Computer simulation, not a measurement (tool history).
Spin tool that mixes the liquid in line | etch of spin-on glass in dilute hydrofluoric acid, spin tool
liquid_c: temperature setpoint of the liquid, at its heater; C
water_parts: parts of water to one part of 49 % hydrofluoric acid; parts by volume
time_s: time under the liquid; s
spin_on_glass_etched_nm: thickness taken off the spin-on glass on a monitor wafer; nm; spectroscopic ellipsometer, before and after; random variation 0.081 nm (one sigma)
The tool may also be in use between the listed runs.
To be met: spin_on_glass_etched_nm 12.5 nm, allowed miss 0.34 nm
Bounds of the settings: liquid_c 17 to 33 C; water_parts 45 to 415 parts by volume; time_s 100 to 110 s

run    day  liquid_c  water_parts  time_s  spin_on_glass_etched_nm
  1      0        25          230     100                   14.865
  2  0.162        25          285     100                    11.33
  3  0.533      25.5          285     100                   11.527
  4  0.558        26          285     100                     11.6
  5    0.8        26          205     100                   17.646
  6  0.958        29          205     100                   19.781
  7      1      26.5          205     100                   18.038
  8  1.308      22.5          215     100                   14.839
  9  1.654      22.5          215     100                   14.639
 10  1.725      21.5          215     100                   14.076
 11  2.017        21          215     100                   13.961
 12  2.133      20.5          215     100                   13.727
 13  2.467        20          215     100                   13.315
 14  2.575      19.5          215     100                   13.131
 15  2.629        19          215     100                    12.97

Which of these 4 next moves meets every target?
  A  2.683        22          240     100                        ?
  B  2.683      17.5          235     105                        ?
  C  2.683        17          230     105                        ?
  D  2.683        19          235     100                        ?

move  spin_on_glass_etched_nm
   A                   12.579
   B                   11.427
   C                   11.501
   D                   11.532
A: meets every target
B: takes the result that was furthest off past its target
C: takes the result that was furthest off past its target
D: takes the result that was furthest off past its target
The right move is A.

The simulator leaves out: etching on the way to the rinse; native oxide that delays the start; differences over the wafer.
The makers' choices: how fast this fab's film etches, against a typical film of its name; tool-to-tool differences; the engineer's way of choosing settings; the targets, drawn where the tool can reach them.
